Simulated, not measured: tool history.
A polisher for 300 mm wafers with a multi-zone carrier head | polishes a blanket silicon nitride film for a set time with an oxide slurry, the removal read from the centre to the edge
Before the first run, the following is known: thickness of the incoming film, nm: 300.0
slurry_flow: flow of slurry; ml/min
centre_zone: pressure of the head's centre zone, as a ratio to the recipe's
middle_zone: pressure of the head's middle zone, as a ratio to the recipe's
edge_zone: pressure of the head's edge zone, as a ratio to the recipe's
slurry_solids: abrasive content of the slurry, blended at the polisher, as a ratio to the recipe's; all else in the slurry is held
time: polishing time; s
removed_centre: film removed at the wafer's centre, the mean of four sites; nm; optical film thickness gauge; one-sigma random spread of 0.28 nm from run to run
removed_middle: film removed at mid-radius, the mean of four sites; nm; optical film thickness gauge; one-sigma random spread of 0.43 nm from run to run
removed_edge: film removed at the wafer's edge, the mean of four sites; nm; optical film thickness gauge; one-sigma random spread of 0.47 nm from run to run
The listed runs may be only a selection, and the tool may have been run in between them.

run  hour  slurry_flow  centre_zone  middle_zone  edge_zone  slurry_solids  time  removed_centre  removed_middle  removed_edge
  1     0          225            1            1          1              1    58          33.918          32.444        33.264
  2   3.9          225         0.98         1.02          1              1    58          32.905          32.611         32.83
  3     6          225         0.98         0.96          1              1    58          32.777          31.218        32.582
  4  13.1          225         0.98         0.96          1            1.1    58          33.568          32.841        33.168
  5    18          225         0.97         0.98          1            1.1    58          33.583          33.369        33.121
  6  20.8          225         0.97         1.06          1            1.1    58           33.09          35.135        33.249
     24.8  -- worn pad replaced by a new one
  7  24.8          220         0.96         1.07       1.01            1.1    58          37.225          39.818        37.799
  8  28.6          235         0.94         1.06          1            1.1    58          37.417          41.072        38.352

The next listed run, before its measurement:
  9  33.6          220         0.93         1.06       0.99            1.1    58               ?               ?             ?

Run 9 gave removed_centre 36.309 nm, removed_middle 39.678 nm, removed_edge 36.774 nm.
